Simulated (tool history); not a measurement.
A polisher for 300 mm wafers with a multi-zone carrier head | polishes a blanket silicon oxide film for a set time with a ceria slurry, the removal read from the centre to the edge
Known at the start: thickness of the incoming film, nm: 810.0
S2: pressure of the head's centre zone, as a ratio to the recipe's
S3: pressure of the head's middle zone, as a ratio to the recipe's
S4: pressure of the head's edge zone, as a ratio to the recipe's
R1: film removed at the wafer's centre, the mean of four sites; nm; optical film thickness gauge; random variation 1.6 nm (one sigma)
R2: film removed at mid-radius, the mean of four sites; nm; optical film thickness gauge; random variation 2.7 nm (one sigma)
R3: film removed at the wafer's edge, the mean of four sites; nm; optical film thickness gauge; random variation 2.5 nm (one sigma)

run 1 hour=0 | flow_of_slurry_(ml/min)=165 S2=1 S3=1 S4=1 polishing_time_(s)=61 | R1=273.51 R2=258.95 R3=275.82
run 2 hour=6.9 | flow_of_slurry_(ml/min)=165 S2=1 S3=1 S4=1 polishing_time_(s)=74 | R1=331.72 R2=325.89 R3=336.79
run 3 hour=10.5 | flow_of_slurry_(ml/min)=160 S2=0.98 S3=0.99 S4=0.98 polishing_time_(s)=71 | R1=312.4 R2=304.64 R3=312.42
run 4 hour=14.7 | flow_of_slurry_(ml/min)=155 S2=0.96 S3=0.99 S4=0.98 polishing_time_(s)=68 | R1=295.54 R2=288.97 R3=306.45
run 5 hour=17.7 | flow_of_slurry_(ml/min)=190 S2=0.96 S3=0.99 S4=0.98 polishing_time_(s)=68 | R1=297.88 R2=297.39 R3=311.88
run 6 hour=24.7 | flow_of_slurry_(ml/min)=185 S2=0.94 S3=0.99 S4=0.97 polishing_time_(s)=65 | R1=284.03 R2=278.92 R3=294.67
run 7 hour=30.4 | flow_of_slurry_(ml/min)=180 S2=0.92 S3=1 S4=0.97 polishing_time_(s)=62 | R1=265 R2=274.32 R3=279.26
run 8 hour=36.9 | flow_of_slurry_(ml/min)=175 S2=0.9 S3=0.99 S4=0.97 polishing_time_(s)=60 | R1=250.08 R2=259.64 R3=271.88

Run 9 comes next. What will it give?
run 9 hour=38.4 | flow_of_slurry_(ml/min)=175 S2=0.9 S3=0.99 S4=0.97 polishing_time_(s)=60 | R1=? R2=? R3=?

Run 9 gave R1 252.1 nm, R2 260.85 nm, R3 264.88 nm.
